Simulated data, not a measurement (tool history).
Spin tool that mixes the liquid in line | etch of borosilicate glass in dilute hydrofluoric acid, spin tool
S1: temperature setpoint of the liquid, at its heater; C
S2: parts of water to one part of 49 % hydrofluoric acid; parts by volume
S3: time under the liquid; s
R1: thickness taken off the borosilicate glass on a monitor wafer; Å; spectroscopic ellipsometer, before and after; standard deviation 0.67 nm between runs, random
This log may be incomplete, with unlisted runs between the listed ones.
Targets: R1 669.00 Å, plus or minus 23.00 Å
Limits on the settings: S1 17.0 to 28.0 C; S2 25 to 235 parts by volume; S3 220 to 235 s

run 1 day=0.000 | S1=20.0 S2=130 S3=220 | R1=489.21
run 2 day=0.150 | S1=20.0 S2=90 S3=220 | R1=737.22
run 3 day=0.271 | S1=19.5 S2=90 S3=220 | R1=714.51
run 4 day=0.646 | S1=21.5 S2=90 S3=220 | R1=789.23
run 5 day=0.775 | S1=21.0 S2=90 S3=220 | R1=763.29
run 6 day=1.133 | S1=20.5 S2=90 S3=220 | R1=745.73
run 7 day=1.388 | S1=20.0 S2=90 S3=220 | R1=739.27
run 8 day=1.583 | S1=19.5 S2=90 S3=220 | R1=712.24
run 9 day=1.629 | S1=19.5 S2=90 S3=220 | R1=721.26

Which one of the following 4 next-run settings gets every result inside its allowed miss? There is exactly one.
run A day=1.675 | S1=21.5 S2=90 S3=220 | R1=?
run B day=1.675 | S1=18.0 S2=90 S3=220 | R1=?
run C day=1.675 | S1=17.0 S2=75 S3=230 | R1=?
run D day=1.675 | S1=20.0 S2=90 S3=220 | R1=?

move=A R1=771.58
move=B R1=667.43
move=C R1=815.63
move=D R1=725.48
A: the biggest miss grows against the last run
B: in spec on every target
C: the biggest miss grows against the last run
D: the biggest miss grows against the last run
Correct choice: B, which meets every target
